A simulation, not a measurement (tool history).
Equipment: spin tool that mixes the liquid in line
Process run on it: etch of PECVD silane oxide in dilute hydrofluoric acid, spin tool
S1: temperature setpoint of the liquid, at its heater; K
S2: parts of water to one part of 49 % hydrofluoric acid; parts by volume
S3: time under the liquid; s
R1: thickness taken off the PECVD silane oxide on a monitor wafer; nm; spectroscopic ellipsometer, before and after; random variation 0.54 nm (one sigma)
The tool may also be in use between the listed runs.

run,hour,S1,S2,S3,R1
1,0,294.15,240,325,34.697
2,9,295.65,225,325,39.125
3,11.5,296.65,210,325,44.933
4,13.4,297.65,200,325,49.451
5,20.2,298.65,195,325,52.212
6,24.1,299.15,190,325,55.031
7,25.2,299.65,185,325,57.428
8,31.2,300.15,180,325,60.498

Expected results for the next run?
9,35.6,300.65,180,325,?

{"run 9": {"R1": 61.588}}

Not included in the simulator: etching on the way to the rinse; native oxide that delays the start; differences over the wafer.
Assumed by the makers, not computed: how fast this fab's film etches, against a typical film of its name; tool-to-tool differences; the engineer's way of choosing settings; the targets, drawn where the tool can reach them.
